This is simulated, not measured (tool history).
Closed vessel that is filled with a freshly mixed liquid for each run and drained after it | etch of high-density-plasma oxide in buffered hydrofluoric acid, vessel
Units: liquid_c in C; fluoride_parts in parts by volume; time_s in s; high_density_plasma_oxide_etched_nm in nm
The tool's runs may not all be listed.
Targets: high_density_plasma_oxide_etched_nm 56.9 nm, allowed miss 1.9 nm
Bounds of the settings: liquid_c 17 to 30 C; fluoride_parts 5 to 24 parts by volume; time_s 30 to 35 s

| run | day | liquid_c | fluoride_parts | time_s | high_density_plasma_oxide_etched_nm |
|---|---|---|---|---|---|
| 1 | 0 | 22 | 14.5 | 35 | 34.603 |
| 2 | 0.229 | 23.5 | 14.5 | 35 | 37.626 |
| 3 | 0.554 | 23.5 | 11 | 35 | 49.655 |
| 4 | 0.762 | 23.5 | 7 | 35 | 76.677 |
| 5 | 0.842 | 23.5 | 7 | 35 | 76.777 |
| 6 | 1.154 | 26.5 | 7 | 35 | 91.158 |
| 7 | 1.417 | 24 | 7 | 35 | 79.574 |
| 8 | 1.775 | 22 | 7 | 35 | 71.661 |
| 9 | 1.833 | 20.5 | 7 | 35 | 64.015 |
| 10 | 1.946 | 20.5 | 7 | 35 | 64.871 |
| 11 | 2.308 | 20 | 7 | 35 | 62.831 |
| 12 | 2.55 | 19.5 | 7 | 35 | 61.494 |
| 13 | 2.671 | 19 | 7 | 35 | 59.049 |

5 next moves are on the table. One of them brings every result within its allowed miss. Which?
| A | 2.792 | 18 | 6 | 35 | ? |
| B | 2.792 | 18 | 6.5 | 35 | ? |
| C | 2.792 | 20.5 | 8 | 35 | ? |
| D | 2.792 | 18.5 | 6.5 | 35 | ? |
| E | 2.792 | 19.5 | 8 | 35 | ? |

| move | high_density_plasma_oxide_etched_nm |
|---|---|
| A | 64.162 |
| B | 59.861 |
| C | 55.912 |
| D | 61.579 |
| E | 52.87 |
A: further off than the last run
B: further off than the last run
C: meets every target
D: further off than the last run
E: takes the result that was furthest off past its target
The right move is C.
